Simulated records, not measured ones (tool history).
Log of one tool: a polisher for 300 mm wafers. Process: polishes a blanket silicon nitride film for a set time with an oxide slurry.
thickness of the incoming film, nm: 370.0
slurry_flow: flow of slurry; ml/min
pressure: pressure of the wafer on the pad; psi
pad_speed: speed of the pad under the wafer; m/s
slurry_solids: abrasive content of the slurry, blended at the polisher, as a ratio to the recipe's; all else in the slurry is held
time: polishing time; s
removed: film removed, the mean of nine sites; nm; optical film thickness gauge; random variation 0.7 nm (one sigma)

run  hour  slurry_flow  pressure  pad_speed  slurry_solids  time  removed
  1     0          215       3.8       1.08              1    90   66.513
  2   7.9          215       3.8       1.08              1    95   68.417
  3  13.2          215       3.8       0.88              1    95   57.687
  4  18.7          170       3.8       0.88              1    95   57.076
  5  20.3          170       4.3       0.88              1    95   64.755
  6  28.2          170       4.3       0.88           0.95    95    62.22

The next listed run, before its measurement:
  7  35.5          170       4.1       0.88           0.95    95        ?

{"run 7": {"removed": 60.317}}
